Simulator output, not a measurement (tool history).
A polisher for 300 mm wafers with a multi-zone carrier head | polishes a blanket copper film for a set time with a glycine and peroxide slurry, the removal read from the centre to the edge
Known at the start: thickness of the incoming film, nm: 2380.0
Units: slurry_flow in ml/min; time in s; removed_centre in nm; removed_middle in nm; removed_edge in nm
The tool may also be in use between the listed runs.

run  hour  slurry_flow  centre_zone  middle_zone  edge_zone  time  removed_centre  removed_middle  removed_edge
  1     0          215            1            1          1    72          516.22          542.52        517.28
  2   8.3          205         0.97         0.96       0.98    65           452.7          456.73        467.95
  3  14.4          205         0.95         0.96       0.96    59          389.85          414.29         417.5
  4  15.6          205         0.95         0.96       1.03    59          395.93          423.22        430.74
  5  18.5          240         0.95         0.96       1.03    59          406.91           427.2        449.64
  6  19.4          240         0.95         0.96       1.03    76          526.99          547.22        574.47
  7  21.7          225         0.93         0.95       0.99    68          461.15          490.01        498.26
  8  25.3          210         0.92         0.93       0.97    62          416.67          421.26        451.31
  9  32.1          200         0.91         0.93       0.96    58          382.06           392.2        412.92
 10  35.1          190         0.89         0.93       0.95    55           343.8          373.52        386.25
 11  36.9          180         0.88         0.92       0.93    54          332.63          364.33        376.17
 12  39.5          175         0.88         0.91       0.91    53          320.52          345.34        353.97

Forecast run 13:
 13    41          170         0.87          0.9       0.91    53               ?               ?             ?

Run 13 gave removed_centre 312.8 nm, removed_middle 349.2 nm, removed_edge 352.58 nm.
